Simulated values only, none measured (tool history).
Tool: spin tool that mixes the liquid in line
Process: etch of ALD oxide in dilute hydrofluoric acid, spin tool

run,hour,temperature setpoint of the liquid (K),parts of water to one part of 49 % hydrofluoric acid (parts by volume),time under the liquid (s),thickness taken off the ALD oxide on a monitor wafer (angstrom)
1,0,296.15,125,100,134.91
2,6,294.65,130,100,122.21
3,8.4,294.65,130,100,121.05
4,10.7,293.65,130,100,117.14
5,14.8,293.65,130,100,117.08
6,15.7,295.65,130,100,125.6
7,20.5,294.65,130,100,121.44
8,26.6,293.65,130,100,116.12
9,30.8,292.65,130,100,110.88

The next listed run, before its measurement:
10,32.7,292.15,130,100,?

thickness taken off the ALD oxide on a monitor wafer (angstrom): 109.49

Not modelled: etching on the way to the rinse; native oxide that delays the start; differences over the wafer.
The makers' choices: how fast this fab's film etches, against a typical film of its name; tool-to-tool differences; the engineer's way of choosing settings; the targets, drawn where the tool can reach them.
